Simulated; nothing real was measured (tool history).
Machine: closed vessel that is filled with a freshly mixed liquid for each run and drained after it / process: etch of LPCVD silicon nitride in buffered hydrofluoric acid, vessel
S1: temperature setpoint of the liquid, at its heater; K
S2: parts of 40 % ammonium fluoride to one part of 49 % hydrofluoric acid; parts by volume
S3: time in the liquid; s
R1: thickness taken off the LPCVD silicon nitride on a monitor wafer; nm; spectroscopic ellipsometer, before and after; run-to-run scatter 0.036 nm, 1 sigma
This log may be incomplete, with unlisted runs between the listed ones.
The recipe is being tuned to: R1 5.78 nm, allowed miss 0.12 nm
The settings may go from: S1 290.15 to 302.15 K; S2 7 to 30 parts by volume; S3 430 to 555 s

run,hour,S1,S2,S3,R1
1,0,294.15,19,555,4.1546
2,4.5,294.65,19,555,4.3064
3,9,294.65,19,430,3.3106
4,16.2,291.65,19,430,2.8279
5,24.6,294.65,19,430,3.3074
6,29.1,295.65,18.5,430,3.59
7,30.3,299.65,15.5,430,5.3352
8,35.1,300.65,15.5,430,5.6533

Below are 4 possible settings for the next run. Only one of them brings all results inside the allowed miss of their targets. Which is it?
A,39.9,301.15,18,475,?
B,39.9,301.65,18.5,495,?
C,39.9,298.15,15,465,?
D,39.9,297.15,16.5,550,?

move,R1
A,5.5425
B,5.774
C,5.5235
D,5.6334
A: moves away from the targets compared with the last run
B: every result within its allowed miss
C: moves away from the targets compared with the last run
D: moves away from the targets compared with the last run
Correct choice: B, which meets every target
